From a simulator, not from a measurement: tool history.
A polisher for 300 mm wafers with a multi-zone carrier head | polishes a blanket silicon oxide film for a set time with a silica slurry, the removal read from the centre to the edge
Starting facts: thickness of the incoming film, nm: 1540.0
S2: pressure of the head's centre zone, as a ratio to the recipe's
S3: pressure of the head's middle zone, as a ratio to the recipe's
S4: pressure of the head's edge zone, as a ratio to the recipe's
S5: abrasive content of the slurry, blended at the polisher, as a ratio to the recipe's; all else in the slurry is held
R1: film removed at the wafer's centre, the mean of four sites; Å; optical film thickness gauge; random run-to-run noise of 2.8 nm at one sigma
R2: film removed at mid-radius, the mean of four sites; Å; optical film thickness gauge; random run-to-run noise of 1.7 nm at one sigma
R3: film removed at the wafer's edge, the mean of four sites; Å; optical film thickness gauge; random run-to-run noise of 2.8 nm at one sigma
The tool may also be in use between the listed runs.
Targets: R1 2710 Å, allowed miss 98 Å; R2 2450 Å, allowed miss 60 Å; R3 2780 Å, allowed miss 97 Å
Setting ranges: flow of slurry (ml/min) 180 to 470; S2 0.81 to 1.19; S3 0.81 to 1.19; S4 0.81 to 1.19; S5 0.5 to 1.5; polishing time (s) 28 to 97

run 1 hour=0 | flow_of_slurry_(ml/min)=300 S2=1 S3=1 S4=1 S5=1 polishing_time_(s)=62 | R1=1947.9 R2=1927.9 R3=2011.8
run 2 hour=1 | flow_of_slurry_(ml/min)=300 S2=0.96 S3=1 S4=1 S5=1 polishing_time_(s)=62 | R1=1858.6 R2=1922.2 R3=2013.5
run 3 hour=9.7 | flow_of_slurry_(ml/min)=300 S2=0.97 S3=1 S4=1.02 S5=1.05 polishing_time_(s)=62 | R1=1946.9 R2=1976.4 R3=2079.3
run 4 hour=13.6 | flow_of_slurry_(ml/min)=300 S2=0.97 S3=1 S4=0.94 S5=1.05 polishing_time_(s)=62 | R1=1931.6 R2=2014.4 R3=2014.6
run 5 hour=18.1 | flow_of_slurry_(ml/min)=335 S2=0.97 S3=1 S4=0.94 S5=1.05 polishing_time_(s)=62 | R1=1962.5 R2=1999.6 R3=2033.6
run 6 hour=21.1 | flow_of_slurry_(ml/min)=335 S2=0.97 S3=1 S4=0.94 S5=1.15 polishing_time_(s)=62 | R1=2013.7 R2=2076.9 R3=2076.9
run 7 hour=22 | flow_of_slurry_(ml/min)=340 S2=0.98 S3=1 S4=0.96 S5=1.2 polishing_time_(s)=63 | R1=2109.8 R2=2168.8 R3=2158.4
run 8 hour=28.2 | flow_of_slurry_(ml/min)=340 S2=0.98 S3=0.99 S4=0.98 S5=1.25 polishing_time_(s)=64 | R1=2161.2 R2=2209.6 R3=2330
run 9 hour=33.5 | flow_of_slurry_(ml/min)=340 S2=0.99 S3=0.99 S4=0.99 S5=1.25 polishing_time_(s)=64 | R1=2203.4 R2=2216.3 R3=2258.3
run 10 hour=37.2 | flow_of_slurry_(ml/min)=355 S2=0.99 S3=0.89 S4=1.02 S5=1.5 polishing_time_(s)=70 | R1=2615 R2=2385.3 R3=2708.5

Consider the 5 candidate settings below. Which is the only one whose results all fall within their allowed miss of target?
run A hour=40.9 | flow_of_slurry_(ml/min)=370 S2=0.94 S3=0.85 S4=1.04 S5=1.5 polishing_time_(s)=69 | R1=? R2=? R3=?
run B hour=40.9 | flow_of_slurry_(ml/min)=470 S2=1 S3=0.89 S4=1.01 S5=1.35 polishing_time_(s)=73 | R1=? R2=? R3=?
run C hour=40.9 | flow_of_slurry_(ml/min)=340 S2=1.03 S3=0.84 S4=1.07 S5=1.45 polishing_time_(s)=71 | R1=? R2=? R3=?
run D hour=40.9 | flow_of_slurry_(ml/min)=345 S2=0.94 S3=0.88 S4=1.14 S5=1.3 polishing_time_(s)=77 | R1=? R2=? R3=?
run E hour=40.9 | flow_of_slurry_(ml/min)=355 S2=0.99 S3=0.83 S4=1.03 S5=1.5 polishing_time_(s)=73 | R1=? R2=? R3=?

move=A R1=2461.5 R2=2272.3 R3=2729.5
move=B R1=2717.6 R2=2442.5 R3=2777
move=C R1=2720.6 R2=2269.1 R3=2794
move=D R1=2585.5 R2=2456.7 R3=2993.4
move=E R1=2732.7 R2=2348.6 R3=2868.4
A: misses by more than the last run did
B: all results in spec
C: misses by more than the last run did
D: gets the furthest-off result to its target, but another result is out of tolerance
E: misses by more than the last run did
Correct choice: B, which meets every target
